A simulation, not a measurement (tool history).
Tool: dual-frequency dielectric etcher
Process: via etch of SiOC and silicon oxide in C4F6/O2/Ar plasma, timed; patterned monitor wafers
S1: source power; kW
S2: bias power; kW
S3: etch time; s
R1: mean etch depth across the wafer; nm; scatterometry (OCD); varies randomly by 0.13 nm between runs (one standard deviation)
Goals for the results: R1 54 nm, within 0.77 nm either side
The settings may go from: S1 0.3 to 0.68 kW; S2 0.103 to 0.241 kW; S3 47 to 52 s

{"run": 1, "hour": 0.0, "S1": 0.49, "S2": 0.172, "S3": 52, "R1": 59.889}
{"run": 2, "hour": 2.0, "S1": 0.47, "S2": 0.171, "S3": 52, "R1": 58.933}
{"run": 3, "hour": 9.6, "S1": 0.45, "S2": 0.17, "S3": 52, "R1": 58.001}
{"run": 4, "hour": 17.1, "S1": 0.5, "S2": 0.17, "S3": 52, "R1": 60.156}
{"run": 5, "hour": 19.6, "S1": 0.48, "S2": 0.169, "S3": 52, "R1": 59.254}
{"run": 6, "hour": 24.5, "S1": 0.48, "S2": 0.156, "S3": 52, "R1": 57.498}
{"hour": 27.5, "done": "source power generator calibrated"}
{"run": 7, "hour": 27.5, "S1": 0.47, "S2": 0.155, "S3": 52, "R1": 56.257}
{"run": 8, "hour": 35.1, "S1": 0.46, "S2": 0.155, "S3": 52, "R1": 55.915}
{"run": 9, "hour": 43.9, "S1": 0.45, "S2": 0.155, "S3": 52, "R1": 55.386}

Next run, 4 choices. One meets every target within its allowed miss, the rest don't. Which?
{"run": "A", "hour": 52.7, "S1": 0.51, "S2": 0.167, "S3": 49, "R1": "?"}
{"run": "B", "hour": 52.7, "S1": 0.46, "S2": 0.168, "S3": 51.5, "R1": "?"}
{"run": "C", "hour": 52.7, "S1": 0.48, "S2": 0.15, "S3": 52, "R1": "?"}
{"run": "D", "hour": 52.7, "S1": 0.46, "S2": 0.158, "S3": 50, "R1": "?"}

move=A R1=56.261
move=B R1=57.064
move=C R1=56.019
move=D R1=54.101
A: its largest miss is bigger than the last run's
B: its largest miss is bigger than the last run's
C: its largest miss is bigger than the last run's
D: every result within its allowed miss
D meets every target.
